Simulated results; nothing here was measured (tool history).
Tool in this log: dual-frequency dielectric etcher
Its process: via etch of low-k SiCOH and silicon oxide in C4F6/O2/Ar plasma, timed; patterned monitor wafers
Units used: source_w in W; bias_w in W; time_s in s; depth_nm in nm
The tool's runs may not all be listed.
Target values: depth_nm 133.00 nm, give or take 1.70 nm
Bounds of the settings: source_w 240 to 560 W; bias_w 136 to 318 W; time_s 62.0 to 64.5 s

run  hour  source_w  bias_w  time_s  depth_nm
  1   0.0       400     227    62.0    148.87
  2   7.9       400     262    62.0    157.61
  3   8.6       380     260    62.0    151.34
  4  11.5       370     260    62.0    149.65
  5  18.8       370     260    64.5    156.12
  6  23.4       360     260    64.5    152.60
  7  29.8       350     260    64.5    151.14
  8  38.1       340     260    64.5    147.33
  9  42.8       330     260    64.5    143.73
 10  50.5       320     260    64.5    141.38

Which one of the following 5 next-run settings gets every result inside its allowed miss? There is exactly one.
  A  58.2       300     271    62.5         ?
  B  58.2       330     263    62.0         ?
  C  58.2       340     263    63.5         ?
  D  58.2       290     237    64.5         ?
  E  58.2       330     268    64.5         ?

move  depth_nm
   A    131.73
   B    138.26
   C    144.53
   D    125.34
   E    144.94
A: in spec on every target
B: moves toward the targets from the last run without getting all of them in spec
C: further off than the last run
D: takes the biggest miss from the last run beyond its target
E: further off than the last run
The move that meets every target is A.
